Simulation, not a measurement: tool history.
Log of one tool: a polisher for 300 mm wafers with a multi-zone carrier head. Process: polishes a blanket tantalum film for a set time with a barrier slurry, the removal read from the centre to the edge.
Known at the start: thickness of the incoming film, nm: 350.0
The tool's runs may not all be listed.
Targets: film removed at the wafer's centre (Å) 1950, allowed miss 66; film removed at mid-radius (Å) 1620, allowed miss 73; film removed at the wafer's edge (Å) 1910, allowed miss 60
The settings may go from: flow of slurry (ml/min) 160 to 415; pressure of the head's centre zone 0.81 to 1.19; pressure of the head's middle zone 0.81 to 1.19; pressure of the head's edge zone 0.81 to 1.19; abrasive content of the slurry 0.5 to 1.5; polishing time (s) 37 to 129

run    day  flow of slurry (ml/min)  pressure of the head's centre zone  pressure of the head's middle zone  pressure of the head's edge zone  abrasive content of the slurry  polishing time (s)  film removed at the wafer's centre (Å)  film removed at mid-radius (Å)  film removed at the wafer's edge (Å)
  1      0                      265                                   1                                   1                                 1                               1                  83                                  1319.7                            1282                                1298.4
  2  0.058                      265                                   1                                   1                              0.95                               1                  83                                  1304.9                            1320                                1273.9
  3    0.2                      265                                   1                                1.08                              0.95                               1                  83                                  1320.7                            1371                                1274.8
  4  0.433                      265                                   1                                1.08                              0.92                               1                  83                                  1308.9                          1389.6                                1258.5
  5  0.638                      265                                1.07                                1.08                              0.92                               1                  83                                  1419.1                          1361.2                                1258.8
  6  0.867                      265                                1.07                                1.06                              0.96                             1.1                  85                                  1520.1                          1450.1                                1353.9
  7  0.962                      265                                1.07                                1.02                                 1                            1.15                  87                                  1562.8                          1478.3                                1431.9
  8  1.217                      265                                1.07                                0.98                              1.03                             1.2                  89                                  1596.8                          1468.5                                1512.2
  9  1.412                      270                                1.08                                0.96                              1.06                            1.25                  90                                  1639.8                          1469.2                                1556.9
 10  1.438                      270                                1.09                                0.95                              1.08                             1.3                  91                                  1736.4                          1444.6                                1606.8
 11  1.758                      295                                1.04                                0.99                              1.18                             1.5                  98                                  1840.7                          1745.8                                1936.3

5 next moves are on the table. One of them brings every result within its allowed miss. Which?
  A  2.079                      270                                1.05                                0.86                              1.19                             1.4                 105                                       ?                               ?                                     ?
  B  2.079                      265                                1.09                                0.88                              1.19                             1.5                  93                                       ?                               ?                                     ?
  C  2.079                      230                                   1                                 0.9                              1.16                             1.4                 102                                       ?                               ?                                     ?
  D  2.079                      355                                1.06                                0.88                              1.13                             1.5                 101                                       ?                               ?                                     ?
  E  2.079                      365                                   1                                0.92                              1.19                             1.5                  97                                       ?                               ?                                     ?

move  film removed at the wafer's centre (Å)  film removed at mid-radius (Å)  film removed at the wafer's edge (Å)
   A                                  1924.3                          1616.9                                2011.6
   B                                  1797.2                          1481.8                                1809.4
   C                                  1759.1                          1613.9                                1911.6
   D                                  1937.3                          1640.1                                1940.6
   E                                  1758.3                          1637.5                                1915.9
A: brings the result that was furthest off to its target, and leaves another outside
B: takes the result that was furthest off past its target
C: brings the result that was furthest off to its target, and leaves another outside
D: meets every target
E: brings the result that was furthest off to its target, and leaves another outside
The right move is D.
